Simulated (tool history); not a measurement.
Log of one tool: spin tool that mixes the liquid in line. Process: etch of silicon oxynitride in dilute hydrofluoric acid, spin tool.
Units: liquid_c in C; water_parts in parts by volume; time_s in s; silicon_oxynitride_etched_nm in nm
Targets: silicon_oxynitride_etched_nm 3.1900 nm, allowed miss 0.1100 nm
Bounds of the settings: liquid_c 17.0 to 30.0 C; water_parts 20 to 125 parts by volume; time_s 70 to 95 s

{"run": 1, "hour": 0.0, "liquid_c": 22.0, "water_parts": 70, "time_s": 95, "silicon_oxynitride_etched_nm": 2.3808}
{"run": 2, "hour": 2.8, "liquid_c": 22.0, "water_parts": 80, "time_s": 95, "silicon_oxynitride_etched_nm": 2.0846}
{"run": 3, "hour": 5.2, "liquid_c": 22.0, "water_parts": 80, "time_s": 95, "silicon_oxynitride_etched_nm": 2.1373}
{"run": 4, "hour": 14.0, "liquid_c": 18.5, "water_parts": 80, "time_s": 95, "silicon_oxynitride_etched_nm": 1.7445}
{"run": 5, "hour": 15.9, "liquid_c": 17.0, "water_parts": 80, "time_s": 95, "silicon_oxynitride_etched_nm": 1.6295}
{"run": 6, "hour": 18.5, "liquid_c": 17.0, "water_parts": 105, "time_s": 95, "silicon_oxynitride_etched_nm": 1.2316}
{"run": 7, "hour": 25.0, "liquid_c": 20.0, "water_parts": 100, "time_s": 95, "silicon_oxynitride_etched_nm": 1.4846}
{"hour": 28.6, "done": "hydrofluoric acid flow meter replaced"}
{"run": 8, "hour": 28.6, "liquid_c": 22.0, "water_parts": 95, "time_s": 95, "silicon_oxynitride_etched_nm": 1.6428}
{"run": 9, "hour": 30.0, "liquid_c": 22.0, "water_parts": 95, "time_s": 95, "silicon_oxynitride_etched_nm": 1.6565}
{"run": 10, "hour": 34.1, "liquid_c": 23.5, "water_parts": 90, "time_s": 95, "silicon_oxynitride_etched_nm": 1.8687}

Which of these 4 next moves meets every target?
{"run": "A", "hour": 38.2, "liquid_c": 25.5, "water_parts": 60, "time_s": 95, "silicon_oxynitride_etched_nm": "?"}
{"run": "B", "hour": 38.2, "liquid_c": 23.0, "water_parts": 55, "time_s": 90, "silicon_oxynitride_etched_nm": "?"}
{"run": "C", "hour": 38.2, "liquid_c": 25.5, "water_parts": 55, "time_s": 95, "silicon_oxynitride_etched_nm": "?"}
{"run": "D", "hour": 38.2, "liquid_c": 26.0, "water_parts": 80, "time_s": 90, "silicon_oxynitride_etched_nm": "?"}

move=A silicon_oxynitride_etched_nm=3.1444
move=B silicon_oxynitride_etched_nm=2.8912
move=C silicon_oxynitride_etched_nm=3.4455
move=D silicon_oxynitride_etched_nm=2.2470
A: meets every target
B: nearer than the last run, and not there yet
C: takes the result that was furthest off past its target
D: nearer than the last run, and not there yet
The right move is A.
